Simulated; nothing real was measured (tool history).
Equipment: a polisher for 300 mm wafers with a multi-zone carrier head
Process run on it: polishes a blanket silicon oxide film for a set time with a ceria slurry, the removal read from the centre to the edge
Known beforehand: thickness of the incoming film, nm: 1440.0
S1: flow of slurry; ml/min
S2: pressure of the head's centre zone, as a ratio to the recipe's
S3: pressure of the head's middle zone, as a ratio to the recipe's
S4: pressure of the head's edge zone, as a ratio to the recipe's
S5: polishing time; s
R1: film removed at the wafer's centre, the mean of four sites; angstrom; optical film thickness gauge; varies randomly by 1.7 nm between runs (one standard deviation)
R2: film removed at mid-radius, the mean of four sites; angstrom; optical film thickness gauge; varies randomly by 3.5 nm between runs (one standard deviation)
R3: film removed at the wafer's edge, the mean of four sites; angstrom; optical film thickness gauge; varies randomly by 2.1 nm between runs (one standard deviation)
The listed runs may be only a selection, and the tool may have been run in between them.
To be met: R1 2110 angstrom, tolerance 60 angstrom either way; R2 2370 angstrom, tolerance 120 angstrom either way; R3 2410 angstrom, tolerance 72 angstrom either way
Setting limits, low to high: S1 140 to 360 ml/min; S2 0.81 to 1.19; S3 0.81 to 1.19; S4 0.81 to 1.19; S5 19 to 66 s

run	hour	S1	S2	S3	S4	S5	R1	R2	R3
1	0	230	1	1	1	42	1700.3	1693.6	1675.2
2	5.8	185	1	1	1	42	1615.2	1641.9	1658.3
3	8.7	140	1	1	1	42	1520.6	1538.6	1580.9
4	10.2	140	1	0.96	1	42	1530.5	1466.4	1562.7
5	16.4	165	1	0.98	1.04	44	1659.6	1642.1	1751
6	20	165	0.92	0.98	1.04	44	1510.5	1617.7	1751.7
7	26	190	0.93	1	1.07	45	1617.7	1751.2	1795.9
8	30.7	200	0.92	1	1.08	47	1689	1866.3	1900.8
9	38.2	210	0.92	1	1.1	48	1737.1	1977.5	1990.1
10	44.4	225	0.92	0.99	1.12	49	1803	1994.3	2062.2
11	49.2	235	0.92	0.99	1.13	50	1859.1	1980.7	2115.1
12	54.2	245	0.92	1	1.14	51	1892.8	2064.4	2209
13	56.2	255	0.93	1.02	1.15	51	1931.7	2107.2	2210.5

Exercise: of the 4 proposed moves below, exactly one satisfies all targets within the stated allowed misses. Which move is it?
A	58.2	240	1	0.95	1.19	52	?	?	?
B	58.2	140	0.92	0.88	1.19	64	?	?	?
C	58.2	310	0.83	0.97	1.19	58	?	?	?
D	58.2	240	0.92	1.03	1.11	57	?	?	?

move	R1	R2	R3
A	2091.1	2048.3	2230.3
B	2118.7	2146.3	2558.6
C	1996.2	2395.2	2542.2
D	2108.6	2404.7	2376.2
A: puts the biggest miss on target and leaves a different result outside tolerance
B: puts the biggest miss on target and leaves a different result outside tolerance
C: gains on the last run, yet a result remains outside its allowed miss
D: every result within its allowed miss
The move that meets every target is D.

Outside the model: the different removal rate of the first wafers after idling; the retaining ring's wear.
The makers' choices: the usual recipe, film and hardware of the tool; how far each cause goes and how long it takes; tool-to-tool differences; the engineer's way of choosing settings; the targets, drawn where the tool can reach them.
